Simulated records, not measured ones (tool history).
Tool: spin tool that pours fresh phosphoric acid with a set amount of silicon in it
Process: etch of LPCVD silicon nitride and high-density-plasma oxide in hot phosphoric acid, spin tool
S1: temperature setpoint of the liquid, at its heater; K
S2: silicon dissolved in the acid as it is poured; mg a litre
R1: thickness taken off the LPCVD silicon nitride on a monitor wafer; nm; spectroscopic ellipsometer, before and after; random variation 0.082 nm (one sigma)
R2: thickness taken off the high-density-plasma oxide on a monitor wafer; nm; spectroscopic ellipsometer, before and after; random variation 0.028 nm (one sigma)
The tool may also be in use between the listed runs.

Run 1, day 0.000: S1 435.15 K, S2 17.0 mg a litre, time under the liquid (s) 95. Result: R1 8.3419 nm, R2 0.42688 nm.
Run 2, day 0.046: S1 434.15 K, S2 17.0 mg a litre, time under the liquid (s) 95. Result: R1 8.0398 nm, R2 0.37966 nm.
Run 3, day 0.292: S1 435.15 K, S2 18.5 mg a litre, time under the liquid (s) 95. Result: R1 8.3637 nm, R2 0.40804 nm.
Run 4, day 0.433: S1 435.65 K, S2 19.5 mg a litre, time under the liquid (s) 95. Result: R1 8.5090 nm, R2 0.39865 nm.
Run 5, day 0.717: S1 434.65 K, S2 19.5 mg a litre, time under the liquid (s) 95. Result: R1 8.1655 nm, R2 0.41475 nm.
Run 6, day 0.846: S1 433.65 K, S2 19.5 mg a litre, time under the liquid (s) 95. Result: R1 7.8771 nm, R2 0.34813 nm.
Run 7, day 0.996: S1 434.65 K, S2 20.5 mg a litre, time under the liquid (s) 95. Result: R1 8.2711 nm, R2 0.37908 nm.
Run 8, day 1.292: S1 435.65 K, S2 21.0 mg a litre, time under the liquid (s) 95. Result: R1 8.4973 nm, R2 0.39283 nm.
Run 9, day 1.367: S1 436.15 K, S2 21.0 mg a litre, time under the liquid (s) 95. Result: R1 8.5660 nm, R2 0.39276 nm.
Run 10, day 1.717: S1 436.65 K, S2 20.5 mg a litre, time under the liquid (s) 95. Result: R1 8.6553 nm, R2 0.44779 nm.
Run 11, day 1.917: S1 439.15 K, S2 28.0 mg a litre, time under the liquid (s) 110. Result: R1 10.9260 nm, R2 0.47376 nm.
Run 12, day 2.258: S1 439.15 K, S2 26.5 mg a litre, time under the liquid (s) 110. Result: R1 10.9430 nm, R2 0.50029 nm.
Run 13, day 2.283: S1 439.15 K, S2 25.5 mg a litre, time under the liquid (s) 110. Result: R1 10.9960 nm, R2 0.53864 nm.

Run 14 comes next. What will it give?
Run 14, day 2.462: S1 439.15 K, S2 25.0 mg a litre, time under the liquid (s) 110. Result: R1 ?, R2 ?.

R1: 10.9630 nm
R2: 0.48922 nm
